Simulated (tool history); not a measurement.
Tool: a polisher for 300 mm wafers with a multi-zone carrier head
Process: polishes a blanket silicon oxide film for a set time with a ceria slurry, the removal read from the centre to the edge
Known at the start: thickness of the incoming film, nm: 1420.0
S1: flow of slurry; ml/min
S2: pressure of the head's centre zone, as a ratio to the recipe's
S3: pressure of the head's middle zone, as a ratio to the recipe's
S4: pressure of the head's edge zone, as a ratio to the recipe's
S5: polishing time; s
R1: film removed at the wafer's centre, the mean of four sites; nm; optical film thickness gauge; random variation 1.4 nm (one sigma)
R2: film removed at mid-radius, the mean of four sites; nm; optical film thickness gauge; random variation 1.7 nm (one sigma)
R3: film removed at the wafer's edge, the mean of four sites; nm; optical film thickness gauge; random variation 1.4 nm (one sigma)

| run | hour | S1 | S2 | S3 | S4 | S5 | R1 | R2 | R3 |
|---|---|---|---|---|---|---|---|---|---|
| 1 | 0.0 | 270 | 1.00 | 1.00 | 1.00 | 48 | 322.88 | 338.21 | 325.80 |
| 2 | 1.3 | 270 | 1.01 | 0.97 | 0.96 | 42 | 286.91 | 286.52 | 286.50 |
| 3 | 2.2 | 275 | 1.03 | 0.98 | 0.93 | 37 | 252.31 | 253.27 | 244.75 |
| 4 | 6.8 | 270 | 1.04 | 0.97 | 0.90 | 35 | 244.17 | 238.18 | 232.95 |
| 5 | 10.5 | 265 | 1.05 | 0.97 | 0.88 | 33 | 231.27 | 225.97 | 212.96 |
| 6 | 18.5 | 250 | 1.05 | 0.95 | 0.86 | 33 | 228.52 | 218.89 | 210.64 |
| 7 | 26.5 | 235 | 1.05 | 0.94 | 0.85 | 33 | 226.03 | 216.08 | 208.64 |

Run 8 comes next. What will it give?
|  | 35.2 | slurry nozzle cleaned |
| 8 | 35.2 | 225 | 1.05 | 0.93 | 0.84 | 33 | ? | ? | ? |

R1: 232.63 nm
R2: 219.88 nm
R3: 211.16 nm
